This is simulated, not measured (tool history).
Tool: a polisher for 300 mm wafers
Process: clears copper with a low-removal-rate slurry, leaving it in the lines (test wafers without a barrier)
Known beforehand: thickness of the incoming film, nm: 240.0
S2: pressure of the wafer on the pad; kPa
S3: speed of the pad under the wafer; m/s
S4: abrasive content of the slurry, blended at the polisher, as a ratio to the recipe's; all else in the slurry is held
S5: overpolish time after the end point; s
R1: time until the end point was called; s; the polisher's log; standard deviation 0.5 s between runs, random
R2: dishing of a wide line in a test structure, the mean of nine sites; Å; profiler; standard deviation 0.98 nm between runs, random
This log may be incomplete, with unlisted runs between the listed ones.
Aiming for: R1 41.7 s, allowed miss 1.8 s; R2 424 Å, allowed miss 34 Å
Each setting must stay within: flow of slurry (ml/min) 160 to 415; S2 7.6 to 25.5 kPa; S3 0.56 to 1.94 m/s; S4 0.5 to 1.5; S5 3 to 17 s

Run 1, hour 0: flow of slurry (ml/min) 265, S2 16.5 kPa, S3 1.24 m/s, S4 1, S5 9 s. Result: R1 81.922 s, R2 176.25 Å.
Run 2, hour 8.4: flow of slurry (ml/min) 325, S2 16.5 kPa, S3 1.24 m/s, S4 1, S5 9 s. Result: R1 80.168 s, R2 177.73 Å.
Run 3, hour 13.9: flow of slurry (ml/min) 325, S2 17.9 kPa, S3 1.28 m/s, S4 1, S5 9 s. Result: R1 71.946 s, R2 202.3 Å.
Run 4, hour 15.3: flow of slurry (ml/min) 325, S2 17.9 kPa, S3 1.44 m/s, S4 1, S5 9 s. Result: R1 63.286 s, R2 212.81 Å.
Run 5, hour 16.3: flow of slurry (ml/min) 325, S2 17.9 kPa, S3 1.58 m/s, S4 1, S5 9 s. Result: R1 59.081 s, R2 244.45 Å.
Run 6, hour 23: flow of slurry (ml/min) 265, S2 17.9 kPa, S3 1.58 m/s, S4 1, S5 9 s. Result: R1 61.024 s, R2 236.13 Å.
Run 7, hour 31: flow of slurry (ml/min) 265, S2 18.6 kPa, S3 1.58 m/s, S4 1, S5 9 s. Result: R1 56.84 s, R2 246.31 Å.
Run 8, hour 34.3: flow of slurry (ml/min) 265, S2 19.3 kPa, S3 1.58 m/s, S4 1, S5 9 s. Result: R1 56.049 s, R2 245.65 Å.
Run 9, hour 38.5: flow of slurry (ml/min) 265, S2 19.3 kPa, S3 1.58 m/s, S4 1, S5 9 s. Result: R1 55.433 s, R2 250.16 Å.
Run 10, hour 46.5: flow of slurry (ml/min) 265, S2 23.4 kPa, S3 1.6 m/s, S4 1, S5 12 s. Result: R1 45.535 s, R2 381.17 Å.
Run 11, hour 50.4: flow of slurry (ml/min) 270, S2 24.1 kPa, S3 1.6 m/s, S4 1, S5 12 s. Result: R1 44.364 s, R2 407.04 Å.

Consider the 4 candidate settings below. Which is the only one whose results all fall within their allowed miss of target?
Run A, hour 54.3: flow of slurry (ml/min) 245, S2 25.5 kPa, S3 1.44 m/s, S4 1, S5 13 s. Result: R1 ?, R2 ?.
Run B, hour 54.3: flow of slurry (ml/min) 390, S2 24.8 kPa, S3 1.54 m/s, S4 0.8, S5 13 s. Result: R1 ?, R2 ?.
Run C, hour 54.3: flow of slurry (ml/min) 270, S2 23.4 kPa, S3 1.78 m/s, S4 0.9, S5 12 s. Result: R1 ?, R2 ?.
Run D, hour 54.3: flow of slurry (ml/min) 245, S2 25.5 kPa, S3 1.4 m/s, S4 1.1, S5 16 s. Result: R1 ?, R2 ?.

move      R1      R2
   A  46.293  406.02
   B  45.762  409.51
   C  41.765  412.37
   D   46.31  481.81
A: its largest miss is bigger than the last run's
B: its largest miss is bigger than the last run's
C: all results in spec
D: its largest miss is bigger than the last run's
The right move is C.
